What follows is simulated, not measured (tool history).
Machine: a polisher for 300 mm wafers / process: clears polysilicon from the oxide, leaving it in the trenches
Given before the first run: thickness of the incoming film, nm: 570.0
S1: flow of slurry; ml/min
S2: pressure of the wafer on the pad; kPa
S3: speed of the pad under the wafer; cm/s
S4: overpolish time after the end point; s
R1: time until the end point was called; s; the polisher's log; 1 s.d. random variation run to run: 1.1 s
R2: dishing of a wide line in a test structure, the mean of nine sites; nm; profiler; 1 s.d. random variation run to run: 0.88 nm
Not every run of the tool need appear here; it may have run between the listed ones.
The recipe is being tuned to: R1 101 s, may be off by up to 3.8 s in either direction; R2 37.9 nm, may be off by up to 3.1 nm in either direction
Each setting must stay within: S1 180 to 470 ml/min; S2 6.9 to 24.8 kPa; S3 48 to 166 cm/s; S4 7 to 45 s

run 1 day=0 | S1=300 S2=15.9 S3=106 S4=23 | R1=50.769 R2=42.719
run 2 day=0.308 | S1=300 S2=15.9 S3=128 S4=23 | R1=41.4 R2=41.595
run 3 day=0.425 | S1=280 S2=13.1 S3=118 S4=18 | R1=52.322 R2=42.072
run 4 day=0.75 | S1=285 S2=11 S3=108 S4=15 | R1=64.717 R2=41.457
run 5 day=0.933 | S1=310 S2=9.7 S3=100 S4=13 | R1=74.475 R2=38.358
run 6 day=1.142 | S1=305 S2=9 S3=96 S4=13 | R1=82.793 R2=35.491
run 7 day=1.496 | S1=265 S2=8.3 S3=94 S4=11 | R1=90.545 R2=35.082
run 8 day=1.742 | S1=265 S2=8.3 S3=94 S4=11 | R1=89.395 R2=34.237

Which single option among these 5 for the next run brings every result within its allowed miss of target? Just one does.
run A day=1.988 | S1=180 S2=13.1 S3=86 S4=7 | R1=? R2=?
run B day=1.988 | S1=180 S2=10.3 S3=98 S4=7 | R1=? R2=?
run C day=1.988 | S1=345 S2=7.6 S3=86 S4=19 | R1=? R2=?
run D day=1.988 | S1=355 S2=9.7 S3=80 S4=34 | R1=? R2=?
run E day=1.988 | S1=255 S2=11 S3=88 S4=16 | R1=? R2=?

move=A R1=75.187 R2=30.795
move=B R1=78.332 R2=30.152
move=C R1=102.43 R2=39.739
move=D R1=93.935 R2=43.109
move=E R1=80.314 R2=40.359
A: the biggest miss grows against the last run
B: the biggest miss grows against the last run
C: every result within its allowed miss
D: nearer the targets than the last run, but a result is still out of spec
E: the biggest miss grows against the last run
So the answer is move C, the one that meets all the targets.

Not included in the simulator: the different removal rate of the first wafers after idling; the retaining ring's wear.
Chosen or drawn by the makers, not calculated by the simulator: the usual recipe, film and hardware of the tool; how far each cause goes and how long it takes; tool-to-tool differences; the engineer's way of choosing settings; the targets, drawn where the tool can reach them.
